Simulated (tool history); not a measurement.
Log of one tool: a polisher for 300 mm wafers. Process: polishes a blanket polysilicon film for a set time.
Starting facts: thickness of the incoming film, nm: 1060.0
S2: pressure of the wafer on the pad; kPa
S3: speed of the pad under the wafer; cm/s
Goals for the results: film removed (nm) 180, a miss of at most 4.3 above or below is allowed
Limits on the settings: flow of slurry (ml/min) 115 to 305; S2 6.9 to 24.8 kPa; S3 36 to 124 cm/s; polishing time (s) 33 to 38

run 1 day=0 | flow_of_slurry_(ml/min)=195 S2=15.9 S3=80 polishing_time_(s)=38 | film_removed_(nm)=230
run 2 day=0.254 | flow_of_slurry_(ml/min)=190 S2=15.2 S3=80 polishing_time_(s)=38 | film_removed_(nm)=220.16
run 3 day=0.342 | flow_of_slurry_(ml/min)=185 S2=14.5 S3=80 polishing_time_(s)=38 | film_removed_(nm)=210.43
run 4 day=0.692 | flow_of_slurry_(ml/min)=185 S2=14.5 S3=80 polishing_time_(s)=38 | film_removed_(nm)=213.08
run 5 day=1.012 | flow_of_slurry_(ml/min)=185 S2=14.5 S3=92 polishing_time_(s)=38 | film_removed_(nm)=243.62
run 6 day=1.25 | flow_of_slurry_(ml/min)=185 S2=14.5 S3=92 polishing_time_(s)=38 | film_removed_(nm)=240.86
run 7 day=1.596 | flow_of_slurry_(ml/min)=180 S2=13.8 S3=92 polishing_time_(s)=38 | film_removed_(nm)=231.1
run 8 day=1.958 | flow_of_slurry_(ml/min)=175 S2=13.1 S3=92 polishing_time_(s)=38 | film_removed_(nm)=224.52
run 9 day=2.121 | flow_of_slurry_(ml/min)=175 S2=12.4 S3=92 polishing_time_(s)=38 | film_removed_(nm)=214.38
run 10 day=2.358 | flow_of_slurry_(ml/min)=175 S2=11.7 S3=92 polishing_time_(s)=38 | film_removed_(nm)=207.66
run 11 day=2.679 | flow_of_slurry_(ml/min)=175 S2=11 S3=92 polishing_time_(s)=38 | film_removed_(nm)=198.5
run 12 day=3.012 | flow_of_slurry_(ml/min)=170 S2=10.3 S3=92 polishing_time_(s)=38 | film_removed_(nm)=188.71

Next run, 4 choices. One meets every target within its allowed miss, the rest don't. Which?
run A day=3.346 | flow_of_slurry_(ml/min)=115 S2=11.7 S3=90 polishing_time_(s)=37 | film_removed_(nm)=?
run B day=3.346 | flow_of_slurry_(ml/min)=140 S2=12.4 S3=92 polishing_time_(s)=36 | film_removed_(nm)=?
run C day=3.346 | flow_of_slurry_(ml/min)=160 S2=10.3 S3=98 polishing_time_(s)=37 | film_removed_(nm)=?
run D day=3.346 | flow_of_slurry_(ml/min)=165 S2=9 S3=106 polishing_time_(s)=35 | film_removed_(nm)=?

move=A film_removed_(nm)=185.07
move=B film_removed_(nm)=197.08
move=C film_removed_(nm)=192.7
move=D film_removed_(nm)=179.45
A: nearer than the last run, and not there yet
B: further off than the last run
C: further off than the last run
D: meets every target
The move that meets every target is D.
